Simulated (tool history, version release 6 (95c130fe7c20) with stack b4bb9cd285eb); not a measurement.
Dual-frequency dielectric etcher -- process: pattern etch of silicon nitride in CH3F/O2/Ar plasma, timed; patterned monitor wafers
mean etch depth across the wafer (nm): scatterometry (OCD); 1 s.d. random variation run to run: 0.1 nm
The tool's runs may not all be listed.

run  hour  source power (W)  bias power (W)  etch time (s)  mean etch depth across the wafer (nm)
  1   0.0               480             100           47.5                                 38.375
  2   1.7               510             100           47.5                                 38.728
  3   9.2               510             100           47.5                                 38.809
  4  17.5               530             102           47.5                                 39.401
  5  23.6               550             105           47.5                                 40.273
  6  28.2               550              91           47.5                                 38.093
  7  29.8               570              95           47.5                                 39.035
  8  38.1               580              98           47.5                                 39.620
  9  44.9               590             101           47.5                                 40.150
 10  49.6               600             104           47.5                                 40.815
 11  51.2               610             106           47.5                                 41.144
 12  55.0               620             108           47.5                                 41.625

Expected results for the next run?
 13  57.8               630             110           47.5                                      ?

{"run 13": {"mean etch depth across the wafer (nm)": 42.008}}
